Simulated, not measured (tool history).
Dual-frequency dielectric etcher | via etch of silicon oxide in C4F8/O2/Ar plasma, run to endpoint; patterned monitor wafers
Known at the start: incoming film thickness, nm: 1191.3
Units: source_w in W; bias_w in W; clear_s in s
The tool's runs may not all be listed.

run,day,source_w,bias_w,clear_s
1,0,2500,2521,196.27
2,0.125,2780,2521,187.35
3,0.212,2990,2521,181.85
4,0.579,2990,2162,187.59
5,0.638,2990,2460,180.43
6,1,2810,2425,188.46

Forecast run 7:
7,1.092,2670,2392,?

clear_s: 192.26 s
